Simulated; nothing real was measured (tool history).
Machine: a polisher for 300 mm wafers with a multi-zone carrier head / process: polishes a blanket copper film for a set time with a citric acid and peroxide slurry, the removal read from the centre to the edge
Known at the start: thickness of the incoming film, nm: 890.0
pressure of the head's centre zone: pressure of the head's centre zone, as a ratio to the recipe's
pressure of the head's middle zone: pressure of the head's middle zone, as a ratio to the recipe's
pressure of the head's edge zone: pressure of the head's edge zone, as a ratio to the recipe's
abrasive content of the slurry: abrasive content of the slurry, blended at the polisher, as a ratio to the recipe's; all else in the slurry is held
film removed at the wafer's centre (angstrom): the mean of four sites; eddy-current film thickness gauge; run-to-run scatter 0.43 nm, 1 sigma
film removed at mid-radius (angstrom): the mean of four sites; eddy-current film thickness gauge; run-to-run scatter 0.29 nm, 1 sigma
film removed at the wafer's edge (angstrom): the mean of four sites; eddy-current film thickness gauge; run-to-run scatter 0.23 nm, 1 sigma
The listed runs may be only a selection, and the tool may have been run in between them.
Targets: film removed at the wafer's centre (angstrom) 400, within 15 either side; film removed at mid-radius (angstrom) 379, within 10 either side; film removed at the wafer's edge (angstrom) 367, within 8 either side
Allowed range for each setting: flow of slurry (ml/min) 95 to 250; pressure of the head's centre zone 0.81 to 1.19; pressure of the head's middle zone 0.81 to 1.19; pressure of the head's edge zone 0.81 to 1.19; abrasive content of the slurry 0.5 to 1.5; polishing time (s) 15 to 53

| run | hour | flow of slurry (ml/min) | pressure of the head's centre zone | pressure of the head's middle zone | pressure of the head's edge zone | abrasive content of the slurry | polishing time (s) | film removed at the wafer's centre (angstrom) | film removed at mid-radius (angstrom) | film removed at the wafer's edge (angstrom) |
|---|---|---|---|---|---|---|---|---|---|---|
| 1 | 0 | 160 | 1 | 1 | 1 | 1 | 34 | 522.36 | 511.47 | 507.34 |
| 2 | 5.8 | 160 | 0.92 | 1 | 1 | 1 | 34 | 476.85 | 506.94 | 505.75 |
| 3 | 14.3 | 160 | 0.92 | 1 | 1 | 0.9 | 34 | 460.78 | 498.68 | 498.33 |
| 4 | 19.5 | 155 | 0.94 | 0.99 | 0.97 | 0.85 | 33 | 451.64 | 475.81 | 471.25 |
| 5 | 24.7 | 150 | 0.96 | 0.98 | 0.94 | 0.8 | 32 | 452.71 | 450.45 | 451.39 |
| 6 | 32.1 | 120 | 0.96 | 0.98 | 0.94 | 0.8 | 32 | 433.85 | 432.89 | 432.2 |
| 7 | 36.2 | 115 | 0.97 | 0.98 | 0.92 | 0.75 | 32 | 425.28 | 423.38 | 420.76 |
| 8 | 41.9 | 110 | 0.98 | 0.98 | 0.9 | 0.7 | 32 | 422.23 | 418.08 | 413.43 |
| 9 | 47.5 | 110 | 0.99 | 0.98 | 0.89 | 0.65 | 32 | 419.37 | 419.32 | 403.5 |

5 candidate next runs follow, results not yet known. Just one meets every target within its allowed miss. Identify it.
| A | 53.1 | 95 | 1.04 | 0.87 | 0.95 | 0.75 | 34 | ? | ? | ? |
| B | 53.1 | 120 | 1.04 | 0.92 | 0.92 | 0.6 | 29 | ? | ? | ? |
| C | 53.1 | 110 | 1.01 | 0.97 | 0.92 | 0.5 | 35 | ? | ? | ? |
| D | 53.1 | 100 | 1.06 | 1.02 | 0.9 | 0.7 | 29 | ? | ? | ? |
| E | 53.1 | 95 | 0.89 | 1.1 | 0.84 | 0.6 | 36 | ? | ? | ? |

| move | film removed at the wafer's centre (angstrom) | film removed at mid-radius (angstrom) | film removed at the wafer's edge (angstrom) |
|---|---|---|---|
| A | 458.84 | 386.18 | 441.3 |
| B | 407.15 | 356.04 | 375.92 |
| C | 459.43 | 433.25 | 439.83 |
| D | 402.08 | 378.25 | 366.79 |
| E | 408.03 | 487.04 | 430.18 |
A: misses by more than the last run did
B: moves toward the targets from the last run without getting all of them in spec
C: misses by more than the last run did
D: each result inside its tolerance
E: misses by more than the last run did
D meets every target.
